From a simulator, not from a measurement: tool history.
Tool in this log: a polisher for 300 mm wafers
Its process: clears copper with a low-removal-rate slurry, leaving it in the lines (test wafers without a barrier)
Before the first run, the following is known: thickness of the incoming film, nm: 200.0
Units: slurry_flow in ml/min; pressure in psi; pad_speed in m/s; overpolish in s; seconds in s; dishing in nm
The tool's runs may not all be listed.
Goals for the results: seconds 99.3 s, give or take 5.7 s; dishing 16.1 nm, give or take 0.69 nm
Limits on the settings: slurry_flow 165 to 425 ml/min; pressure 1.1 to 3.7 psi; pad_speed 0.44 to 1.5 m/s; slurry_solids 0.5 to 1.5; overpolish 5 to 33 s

run,hour,slurry_flow,pressure,pad_speed,slurry_solids,overpolish,seconds,dishing
1,0,275,2.4,0.96,1,17,90.664,26.748
2,3.8,275,2.3,0.96,1,14,93.219,21.193
3,5.1,275,2.2,0.96,1,13,98.92,18.816
4,10.4,275,2.2,0.96,1,12,97.703,17.687
5,14.8,215,2.2,0.96,1,12,99.01,16.963
6,15.9,215,2.2,0.74,1,12,127.3,13.445
7,21.7,230,2.4,0.74,1,11,116.99,13.488
8,29.2,240,2.5,0.74,1,11,112.43,14.254
9,37.1,240,2.5,0.74,1,11,110.06,14.124
10,44,245,2.6,0.74,1,11,110.7,14.922

Which one of the following 5 next-run settings gets every result inside its allowed miss? There is exactly one.
A,50.9,230,2.5,0.84,1.05,11,?,?
B,50.9,180,2.4,0.94,0.95,12,?,?
C,50.9,205,2.4,0.82,1,10,?,?
D,50.9,250,2.5,0.72,1,13,?,?
E,50.9,210,2.6,0.66,1.1,15,?,?

move,seconds,dishing
A,99.629,16.064
B,98.286,17.637
C,108.82,13.491
D,115.57,16.348
E,121.23,17.895
A: hits every target within its allowed miss
B: meets the target for the result that was furthest off, but another lies outside its allowed miss
C: the biggest miss grows against the last run
D: the biggest miss grows against the last run
E: the biggest miss grows against the last run
A meets every target.
